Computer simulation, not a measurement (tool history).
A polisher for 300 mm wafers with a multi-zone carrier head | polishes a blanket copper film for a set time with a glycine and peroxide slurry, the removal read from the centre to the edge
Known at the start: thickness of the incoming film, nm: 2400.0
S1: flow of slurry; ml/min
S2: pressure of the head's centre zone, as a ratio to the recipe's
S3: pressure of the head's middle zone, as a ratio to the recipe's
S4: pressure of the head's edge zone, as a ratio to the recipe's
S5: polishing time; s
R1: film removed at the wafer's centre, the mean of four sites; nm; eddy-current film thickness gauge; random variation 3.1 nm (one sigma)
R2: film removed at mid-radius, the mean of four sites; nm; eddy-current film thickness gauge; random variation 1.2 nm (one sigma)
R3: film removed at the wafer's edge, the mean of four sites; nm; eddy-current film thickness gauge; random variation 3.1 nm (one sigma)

| run | hour | S1 | S2 | S3 | S4 | S5 | R1 | R2 | R3 |
|---|---|---|---|---|---|---|---|---|---|
| 1 | 0.0 | 190 | 1.00 | 1.00 | 1.00 | 49 | 170.06 | 171.68 | 174.44 |
| 2 | 6.0 | 190 | 1.03 | 1.00 | 1.00 | 49 | 178.01 | 171.82 | 169.24 |
| 3 | 7.4 | 200 | 1.04 | 0.99 | 1.04 | 51 | 186.17 | 178.86 | 187.90 |
| 4 | 10.5 | 215 | 1.07 | 1.00 | 1.07 | 52 | 195.91 | 184.14 | 189.35 |
| 5 | 12.5 | 215 | 1.08 | 1.00 | 1.09 | 53 | 205.26 | 188.26 | 197.06 |
| 6 | 14.9 | 215 | 1.08 | 0.97 | 1.09 | 53 | 204.36 | 184.38 | 192.63 |
| 7 | 17.6 | 215 | 1.09 | 0.98 | 1.11 | 54 | 207.51 | 191.74 | 203.22 |
| 8 | 19.1 | 220 | 1.10 | 0.98 | 1.13 | 55 | 215.01 | 191.66 | 208.95 |
| 9 | 21.1 | 225 | 1.11 | 0.99 | 1.14 | 55 | 223.62 | 193.75 | 213.30 |

The next listed run, before its measurement:
| 10 | 29.0 | 265 | 1.09 | 1.03 | 1.16 | 55 | ? | ? | ? |

{"run 10": {"R1": 221.76, "R2": 206.61, "R3": 211.07}}
